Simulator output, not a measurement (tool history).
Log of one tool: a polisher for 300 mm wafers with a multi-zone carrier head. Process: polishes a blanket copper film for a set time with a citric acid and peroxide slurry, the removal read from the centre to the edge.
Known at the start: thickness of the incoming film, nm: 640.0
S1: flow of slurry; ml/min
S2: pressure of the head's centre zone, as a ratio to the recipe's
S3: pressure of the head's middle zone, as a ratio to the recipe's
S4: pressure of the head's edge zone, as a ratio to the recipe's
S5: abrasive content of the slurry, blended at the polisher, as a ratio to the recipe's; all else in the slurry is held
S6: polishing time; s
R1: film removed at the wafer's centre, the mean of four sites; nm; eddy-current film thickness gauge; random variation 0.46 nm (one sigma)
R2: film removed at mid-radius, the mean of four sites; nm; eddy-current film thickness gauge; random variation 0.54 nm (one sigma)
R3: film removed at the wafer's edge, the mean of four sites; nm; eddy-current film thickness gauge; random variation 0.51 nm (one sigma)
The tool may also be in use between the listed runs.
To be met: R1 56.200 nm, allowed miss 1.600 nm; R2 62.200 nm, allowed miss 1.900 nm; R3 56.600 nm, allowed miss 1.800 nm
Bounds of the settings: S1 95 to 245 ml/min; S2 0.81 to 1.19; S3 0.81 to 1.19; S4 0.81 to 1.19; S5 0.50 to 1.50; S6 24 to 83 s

{"run": 1, "hour": 0.0, "S1": 155, "S2": 1.0, "S3": 1.0, "S4": 1.0, "S5": 1.0, "S6": 53, "R1": 49.724, "R2": 49.257, "R3": 49.045}
{"run": 2, "hour": 1.9, "S1": 170, "S2": 1.0, "S3": 1.0, "S4": 1.0, "S5": 1.0, "S6": 53, "R1": 50.244, "R2": 50.759, "R3": 48.929}
{"run": 3, "hour": 7.6, "S1": 170, "S2": 1.0, "S3": 1.0, "S4": 1.05, "S5": 1.0, "S6": 53, "R1": 50.434, "R2": 50.679, "R3": 50.032}
{"run": 4, "hour": 14.3, "S1": 175, "S2": 1.0, "S3": 1.02, "S4": 1.07, "S5": 1.05, "S6": 53, "R1": 51.111, "R2": 51.592, "R3": 51.786}
{"run": 5, "hour": 22.3, "S1": 185, "S2": 1.0, "S3": 1.05, "S4": 1.07, "S5": 1.05, "S6": 53, "R1": 51.043, "R2": 52.205, "R3": 51.452}
{"run": 6, "hour": 26.4, "S1": 195, "S2": 1.0, "S3": 1.08, "S4": 1.06, "S5": 1.1, "S6": 53, "R1": 52.095, "R2": 54.219, "R3": 52.787}
{"run": 7, "hour": 34.2, "S1": 235, "S2": 1.02, "S3": 1.18, "S4": 1.06, "S5": 1.2, "S6": 53, "R1": 55.273, "R2": 60.034, "R3": 55.081}
{"run": 8, "hour": 39.0, "S1": 235, "S2": 1.01, "S3": 1.19, "S4": 1.05, "S5": 1.25, "S6": 53, "R1": 55.015, "R2": 61.477, "R3": 54.293}
{"run": 9, "hour": 42.5, "S1": 235, "S2": 1.01, "S3": 1.19, "S4": 1.06, "S5": 1.25, "S6": 53, "R1": 55.034, "R2": 61.504, "R3": 54.435}

Which of these 5 next moves meets every target?
{"run": "A", "hour": 46.0, "S1": 185, "S2": 1.05, "S3": 1.19, "S4": 0.91, "S5": 1.45, "S6": 53, "R1": "?", "R2": "?", "R3": "?"}
{"run": "B", "hour": 46.0, "S1": 225, "S2": 0.94, "S3": 1.19, "S4": 0.9, "S5": 1.45, "S6": 54, "R1": "?", "R2": "?", "R3": "?"}
{"run": "C", "hour": 46.0, "S1": 215, "S2": 0.93, "S3": 1.19, "S4": 1.1, "S5": 1.3, "S6": 55, "R1": "?", "R2": "?", "R3": "?"}
{"run": "D", "hour": 46.0, "S1": 245, "S2": 0.97, "S3": 1.14, "S4": 1.02, "S5": 0.9, "S6": 59, "R1": "?", "R2": "?", "R3": "?"}
{"run": "E", "hour": 46.0, "S1": 240, "S2": 1.01, "S3": 1.19, "S4": 0.83, "S5": 1.5, "S6": 52, "R1": "?", "R2": "?", "R3": "?"}

move=A R1=57.616 R2=60.217 R3=52.575
move=B R1=54.459 R2=63.018 R3=54.413
move=C R1=53.453 R2=62.508 R3=58.084
move=D R1=56.872 R2=62.108 R3=57.465
move=E R1=56.965 R2=61.539 R3=51.658
A: further off than the last run
B: as far off as the last run
C: brings the result that was furthest off to its target, and leaves another outside
D: meets every target
E: further off than the last run
Answer: D
